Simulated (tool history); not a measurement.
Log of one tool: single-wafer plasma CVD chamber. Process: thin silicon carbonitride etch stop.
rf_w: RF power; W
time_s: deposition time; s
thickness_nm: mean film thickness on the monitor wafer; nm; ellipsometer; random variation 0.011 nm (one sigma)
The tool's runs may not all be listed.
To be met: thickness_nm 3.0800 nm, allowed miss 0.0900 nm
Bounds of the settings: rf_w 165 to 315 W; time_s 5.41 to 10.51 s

run	hour	rf_w	time_s	thickness_nm
1	0.0	240	7.96	4.3989
2	3.4	240	8.84	4.8978
3	5.3	225	8.84	4.8039
4	7.8	255	8.84	4.9685
5	10.2	225	8.84	4.8174
6	17.0	215	7.82	4.2294
7	23.8	215	7.82	4.2233
# hour 30.4: thermocouple changed; heater temperature recalibrated
8	30.4	215	7.82	4.2304
9	38.3	205	7.08	3.7945

5 next moves are on the table. One of them brings every result within its allowed miss. Which?
A	46.2	205	5.83	?
B	46.2	260	8.60	?
C	46.2	250	5.87	?
D	46.2	195	6.17	?
E	46.2	165	5.73	?

move	thickness_nm
A	3.0993
B	4.8271
C	3.2647
D	3.2441
E	2.9069
A: meets every target
B: further off than the last run
C: nearer than the last run, and not there yet
D: nearer than the last run, and not there yet
E: takes the result that was furthest off past its target
Move A is the one to make.
